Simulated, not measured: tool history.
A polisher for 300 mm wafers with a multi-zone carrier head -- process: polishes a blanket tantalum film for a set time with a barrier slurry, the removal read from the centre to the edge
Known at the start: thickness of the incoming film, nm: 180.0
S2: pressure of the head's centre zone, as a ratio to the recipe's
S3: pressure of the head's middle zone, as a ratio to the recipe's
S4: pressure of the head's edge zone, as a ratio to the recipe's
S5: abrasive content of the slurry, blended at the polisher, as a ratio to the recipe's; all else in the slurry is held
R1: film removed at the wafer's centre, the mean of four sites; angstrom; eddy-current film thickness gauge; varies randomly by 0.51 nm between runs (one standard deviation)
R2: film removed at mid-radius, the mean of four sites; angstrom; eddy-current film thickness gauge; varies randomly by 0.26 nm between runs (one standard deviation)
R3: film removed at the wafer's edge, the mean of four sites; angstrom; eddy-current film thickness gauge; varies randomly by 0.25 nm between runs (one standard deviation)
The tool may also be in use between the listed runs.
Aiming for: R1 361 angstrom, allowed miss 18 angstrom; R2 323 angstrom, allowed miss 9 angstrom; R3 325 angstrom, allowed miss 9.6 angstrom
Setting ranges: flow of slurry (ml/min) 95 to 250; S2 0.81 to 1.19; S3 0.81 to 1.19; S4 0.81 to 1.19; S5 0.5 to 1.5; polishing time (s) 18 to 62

{"run": 1, "hour": 0.0, "flow of slurry (ml/min)": 160, "S2": 1, "S3": 1, "S4": 1, "S5": 1, "polishing time (s)": 40, "R1": 524.16, "R2": 524.63, "R3": 513.63}
{"run": 2, "hour": 5.6, "flow of slurry (ml/min)": 160, "S2": 1, "S3": 1, "S4": 0.97, "S5": 1, "polishing time (s)": 40, "R1": 543.93, "R2": 528.35, "R3": 512.97}
{"run": 3, "hour": 12.2, "flow of slurry (ml/min)": 160, "S2": 1, "S3": 1, "S4": 0.97, "S5": 1.15, "polishing time (s)": 40, "R1": 541.06, "R2": 534.61, "R3": 517.88}
{"run": 4, "hour": 14.7, "flow of slurry (ml/min)": 150, "S2": 0.99, "S3": 0.97, "S4": 0.93, "S5": 1, "polishing time (s)": 35, "R1": 446.33, "R2": 439.03, "R3": 434.77}
{"run": 5, "hour": 17.5, "flow of slurry (ml/min)": 150, "S2": 0.99, "S3": 0.97, "S4": 0.93, "S5": 0.8, "polishing time (s)": 35, "R1": 435.3, "R2": 424.78, "R3": 417.32}
{"run": 6, "hour": 19.5, "flow of slurry (ml/min)": 150, "S2": 0.99, "S3": 0.97, "S4": 0.93, "S5": 0.85, "polishing time (s)": 35, "R1": 436.58, "R2": 426.01, "R3": 423.52}
{"run": 7, "hour": 28.0, "flow of slurry (ml/min)": 145, "S2": 1, "S3": 0.96, "S4": 0.9, "S5": 0.75, "polishing time (s)": 33, "R1": 408.64, "R2": 393.9, "R3": 383.79}
{"run": 8, "hour": 31.3, "flow of slurry (ml/min)": 135, "S2": 1.01, "S3": 0.93, "S4": 0.87, "S5": 0.65, "polishing time (s)": 32, "R1": 389.24, "R2": 355.8, "R3": 350.86}
{"run": 9, "hour": 35.8, "flow of slurry (ml/min)": 125, "S2": 1, "S3": 0.92, "S4": 0.85, "S5": 0.65, "polishing time (s)": 32, "R1": 372.72, "R2": 355.63, "R3": 347.59}
{"run": 10, "hour": 37.5, "flow of slurry (ml/min)": 120, "S2": 1.01, "S3": 0.9, "S4": 0.84, "S5": 0.6, "polishing time (s)": 32, "R1": 375.95, "R2": 332.9, "R3": 336.04}
{"run": 11, "hour": 46.4, "flow of slurry (ml/min)": 115, "S2": 1.01, "S3": 0.9, "S4": 0.83, "S5": 0.6, "polishing time (s)": 32, "R1": 365.46, "R2": 337.2, "R3": 333.04}

Which one of the following 5 next-run settings gets every result inside its allowed miss? There is exactly one.
{"run": "A", "hour": 55.3, "flow of slurry (ml/min)": 130, "S2": 1.01, "S3": 0.88, "S4": 0.81, "S5": 0.55, "polishing time (s)": 31, "R1": "?", "R2": "?", "R3": "?"}
{"run": "B", "hour": 55.3, "flow of slurry (ml/min)": 110, "S2": 1, "S3": 0.97, "S4": 0.85, "S5": 0.5, "polishing time (s)": 34, "R1": "?", "R2": "?", "R3": "?"}
{"run": "C", "hour": 55.3, "flow of slurry (ml/min)": 95, "S2": 1.03, "S3": 0.96, "S4": 0.81, "S5": 0.5, "polishing time (s)": 35, "R1": "?", "R2": "?", "R3": "?"}
{"run": "D", "hour": 55.3, "flow of slurry (ml/min)": 115, "S2": 1.1, "S3": 0.9, "S4": 0.82, "S5": 0.5, "polishing time (s)": 32, "R1": "?", "R2": "?", "R3": "?"}
{"run": "E", "hour": 55.3, "flow of slurry (ml/min)": 100, "S2": 1.02, "S3": 0.85, "S4": 0.98, "S5": 0.6, "polishing time (s)": 32, "R1": "?", "R2": "?", "R3": "?"}

move=A R1=361.81 R2=316.8 R3=315.94
move=B R1=371.59 R2=355.56 R3=339.58
move=C R1=378.15 R2=350.33 R3=333.98
move=D R1=389.26 R2=319.08 R3=317.04
move=E R1=357.57 R2=304.63 R3=346.49
A: all results land within tolerance of their targets
B: lands further from the targets than the last run did
C: lands further from the targets than the last run did
D: brings the last run's worst result on target, with another outside its allowed miss
E: carries the result that was furthest off beyond its target, to the other side
Go with A: it meets all targets.
